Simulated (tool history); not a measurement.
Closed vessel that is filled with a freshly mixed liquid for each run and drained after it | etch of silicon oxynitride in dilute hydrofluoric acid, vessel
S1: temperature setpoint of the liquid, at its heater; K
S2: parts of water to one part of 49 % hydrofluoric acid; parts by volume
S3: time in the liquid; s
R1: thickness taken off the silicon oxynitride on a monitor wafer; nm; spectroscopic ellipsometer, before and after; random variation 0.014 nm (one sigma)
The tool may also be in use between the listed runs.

run,hour,S1,S2,S3,R1
1,0,296.15,205,740,5.5756
2,3.7,296.15,205,740,5.5383
3,12.4,295.15,205,740,5.2921
4,14.3,295.15,160,740,7.0304
5,22.7,295.15,115,740,10.159
6,29.7,297.65,115,740,11.324

Run 7 has not been measured yet. What should we expect?
7,31.3,293.65,195,730,?

{"run 7": {"R1": 5.1539}}
